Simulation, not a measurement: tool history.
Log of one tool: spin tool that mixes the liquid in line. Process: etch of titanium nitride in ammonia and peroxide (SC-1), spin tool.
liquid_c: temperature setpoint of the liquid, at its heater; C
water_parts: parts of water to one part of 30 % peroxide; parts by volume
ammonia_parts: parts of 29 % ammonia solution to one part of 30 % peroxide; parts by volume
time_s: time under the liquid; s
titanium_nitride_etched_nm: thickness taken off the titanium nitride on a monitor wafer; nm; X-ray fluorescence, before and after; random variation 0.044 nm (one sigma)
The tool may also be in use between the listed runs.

run 1 hour=0 | liquid_c=56 water_parts=22.5 ammonia_parts=0.65 time_s=300 | titanium_nitride_etched_nm=8.5626
run 2 hour=1.4 | liquid_c=56 water_parts=15.5 ammonia_parts=0.65 time_s=300 | titanium_nitride_etched_nm=10.503
run 3 hour=2.4 | liquid_c=56 water_parts=15.5 ammonia_parts=0.65 time_s=320 | titanium_nitride_etched_nm=11.194
run 4 hour=7.3 | liquid_c=55.5 water_parts=15.5 ammonia_parts=0.65 time_s=320 | titanium_nitride_etched_nm=10.834
-- hour=12.9 heated supply line repaired
run 5 hour=12.9 | liquid_c=54.5 water_parts=15.5 ammonia_parts=0.65 time_s=320 | titanium_nitride_etched_nm=12.853
run 6 hour=16.8 | liquid_c=54.5 water_parts=15.5 ammonia_parts=0.65 time_s=300 | titanium_nitride_etched_nm=11.95

Forecast run 7:
run 7 hour=18.8 | liquid_c=56 water_parts=15.5 ammonia_parts=0.65 time_s=300 | titanium_nitride_etched_nm=?

Run 7 gave titanium_nitride_etched_nm 13.361 nm.

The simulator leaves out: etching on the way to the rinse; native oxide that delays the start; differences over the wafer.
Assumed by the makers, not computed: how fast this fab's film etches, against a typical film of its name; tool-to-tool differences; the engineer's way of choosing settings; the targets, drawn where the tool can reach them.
